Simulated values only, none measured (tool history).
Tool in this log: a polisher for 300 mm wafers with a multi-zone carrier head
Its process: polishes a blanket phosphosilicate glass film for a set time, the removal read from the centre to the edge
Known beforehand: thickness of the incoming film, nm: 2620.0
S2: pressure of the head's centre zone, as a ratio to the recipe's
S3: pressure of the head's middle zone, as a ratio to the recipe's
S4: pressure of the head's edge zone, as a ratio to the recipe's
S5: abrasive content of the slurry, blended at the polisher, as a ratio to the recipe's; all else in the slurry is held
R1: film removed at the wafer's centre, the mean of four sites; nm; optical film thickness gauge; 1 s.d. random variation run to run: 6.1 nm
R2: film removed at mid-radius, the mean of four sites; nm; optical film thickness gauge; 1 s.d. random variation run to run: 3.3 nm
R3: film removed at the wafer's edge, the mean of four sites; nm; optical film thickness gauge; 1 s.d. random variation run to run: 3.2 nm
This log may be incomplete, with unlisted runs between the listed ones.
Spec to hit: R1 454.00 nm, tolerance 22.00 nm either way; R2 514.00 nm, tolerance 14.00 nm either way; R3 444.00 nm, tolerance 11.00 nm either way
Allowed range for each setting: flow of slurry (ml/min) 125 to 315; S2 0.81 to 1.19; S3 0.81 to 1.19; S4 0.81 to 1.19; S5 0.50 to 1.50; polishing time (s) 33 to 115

Run 1, day 0.000: flow of slurry (ml/min) 205, S2 1.00, S3 1.00, S4 1.00, S5 1.00, polishing time (s) 73. Result: R1 629.12 nm, R2 605.93 nm, R3 641.47 nm.
Run 2, day 0.321: flow of slurry (ml/min) 155, S2 1.00, S3 1.00, S4 1.00, S5 1.00, polishing time (s) 73. Result: R1 584.68 nm, R2 582.92 nm, R3 618.67 nm.
Run 3, day 0.671: flow of slurry (ml/min) 155, S2 1.00, S3 1.00, S4 1.00, S5 1.20, polishing time (s) 73. Result: R1 615.80 nm, R2 613.83 nm, R3 653.69 nm.
Run 4, day 0.821: flow of slurry (ml/min) 155, S2 0.99, S3 1.03, S4 0.96, S5 1.05, polishing time (s) 71. Result: R1 574.60 nm, R2 587.41 nm, R3 587.90 nm.
Run 5, day 0.942: flow of slurry (ml/min) 150, S2 0.97, S3 1.04, S4 0.93, S5 0.95, polishing time (s) 71. Result: R1 548.49 nm, R2 561.95 nm, R3 564.93 nm.
Run 6, day 1.167: flow of slurry (ml/min) 150, S2 0.96, S3 1.08, S4 0.91, S5 0.85, polishing time (s) 70. Result: R1 530.23 nm, R2 547.09 nm, R3 528.81 nm.
Run 7, day 1.517: flow of slurry (ml/min) 155, S2 0.86, S3 1.18, S4 0.82, S5 0.60, polishing time (s) 69. Result: R1 430.61 nm, R2 519.40 nm, R3 442.46 nm.
Run 8, day 1.600: flow of slurry (ml/min) 155, S2 0.87, S3 1.18, S4 0.82, S5 0.60, polishing time (s) 69. Result: R1 431.68 nm, R2 525.82 nm, R3 437.56 nm.

Which single option among these 5 for the next run brings every result within its allowed miss of target? Just one does.
Run A, day 1.683: flow of slurry (ml/min) 195, S2 0.95, S3 1.08, S4 0.83, S5 0.50, polishing time (s) 75. Result: R1 ?, R2 ?, R3 ?.
Run B, day 1.683: flow of slurry (ml/min) 135, S2 0.81, S3 1.19, S4 0.88, S5 0.55, polishing time (s) 70. Result: R1 ?, R2 ?, R3 ?.
Run C, day 1.683: flow of slurry (ml/min) 160, S2 0.83, S3 1.18, S4 0.88, S5 0.80, polishing time (s) 60. Result: R1 ?, R2 ?, R3 ?.
Run D, day 1.683: flow of slurry (ml/min) 130, S2 0.95, S3 1.14, S4 0.81, S5 0.65, polishing time (s) 71. Result: R1 ?, R2 ?, R3 ?.
Run E, day 1.683: flow of slurry (ml/min) 220, S2 0.81, S3 1.19, S4 0.99, S5 0.60, polishing time (s) 63. Result: R1 ?, R2 ?, R3 ?.

move      R1      R2      R3
   A  473.51  505.76  461.26
   B  386.79  492.41  432.42
   C  402.43  499.82  437.26
   D  447.93  506.41  446.55
   E  399.69  502.88  454.69
A: puts the biggest miss on target and leaves a different result outside tolerance
B: moves away from the targets compared with the last run
C: moves away from the targets compared with the last run
D: meets every target
E: moves away from the targets compared with the last run
Move D is the one to make.
